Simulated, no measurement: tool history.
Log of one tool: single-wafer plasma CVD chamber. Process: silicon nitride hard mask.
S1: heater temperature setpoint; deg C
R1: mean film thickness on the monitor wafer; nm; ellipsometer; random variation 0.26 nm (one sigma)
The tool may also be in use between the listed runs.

{"run": 1, "hour": 0.0, "S1": 395, "chamber pressure (Torr)": 1.19, "RF power (kW)": 0.37, "deposition time (s)": 51.9, "R1": 52.262}
{"run": 2, "hour": 3.7, "S1": 395, "chamber pressure (Torr)": 1.3, "RF power (kW)": 0.375, "deposition time (s)": 51.9, "R1": 53.947}
{"run": 3, "hour": 10.8, "S1": 395, "chamber pressure (Torr)": 1.3, "RF power (kW)": 0.34, "deposition time (s)": 51.9, "R1": 50.007}
{"run": 4, "hour": 14.7, "S1": 395, "chamber pressure (Torr)": 1.3, "RF power (kW)": 0.34, "deposition time (s)": 51.9, "R1": 49.731}
{"run": 5, "hour": 16.6, "S1": 395, "chamber pressure (Torr)": 1.38, "RF power (kW)": 0.36, "deposition time (s)": 51.9, "R1": 52.647}
{"run": 6, "hour": 19.6, "S1": 395, "chamber pressure (Torr)": 1.38, "RF power (kW)": 0.36, "deposition time (s)": 49.6, "R1": 50.818}
{"run": 7, "hour": 20.8, "S1": 395, "chamber pressure (Torr)": 1.43, "RF power (kW)": 0.38, "deposition time (s)": 49.8, "R1": 53.949}
{"run": 8, "hour": 27.4, "S1": 395, "chamber pressure (Torr)": 1.47, "RF power (kW)": 0.39, "deposition time (s)": 49.9, "R1": 55.922}

Predict the results of run 9:
{"run": 9, "hour": 32.1, "S1": 395, "chamber pressure (Torr)": 1.51, "RF power (kW)": 0.395, "deposition time (s)": 49.9, "R1": "?"}

Run 9 measured R1 56.352 nm.
